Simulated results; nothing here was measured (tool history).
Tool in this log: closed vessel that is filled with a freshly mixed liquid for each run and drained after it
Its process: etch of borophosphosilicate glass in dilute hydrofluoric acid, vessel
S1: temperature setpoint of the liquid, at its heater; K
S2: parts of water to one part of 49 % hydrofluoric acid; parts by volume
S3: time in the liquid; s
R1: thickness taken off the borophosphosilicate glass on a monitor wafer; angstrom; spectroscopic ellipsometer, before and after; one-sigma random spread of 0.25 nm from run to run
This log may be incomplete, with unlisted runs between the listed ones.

run 1 hour=0.0 | S1=294.15 S2=85 S3=30 | R1=206.30
run 2 hour=8.7 | S1=297.65 S2=85 S3=30 | R1=239.64
run 3 hour=12.4 | S1=295.65 S2=85 S3=30 | R1=219.53
run 4 hour=15.7 | S1=293.65 S2=85 S3=30 | R1=201.64
run 5 hour=24.7 | S1=293.65 S2=60 S3=30 | R1=298.29
run 6 hour=26.2 | S1=292.15 S2=60 S3=30 | R1=280.00
run 7 hour=32.1 | S1=295.15 S2=55 S3=30 | R1=351.10
run 8 hour=35.3 | S1=297.15 S2=55 S3=30 | R1=381.23
run 9 hour=38.8 | S1=301.15 S2=45 S3=30 | R1=545.76
run 10 hour=47.8 | S1=300.65 S2=45 S3=30 | R1=537.19
run 11 hour=54.9 | S1=300.15 S2=45 S3=30 | R1=527.53

For run 12, what comes out?
run 12 hour=58.6 | S1=299.65 S2=45 S3=30 | R1=?

{"run 12": {"R1": 523.14}}
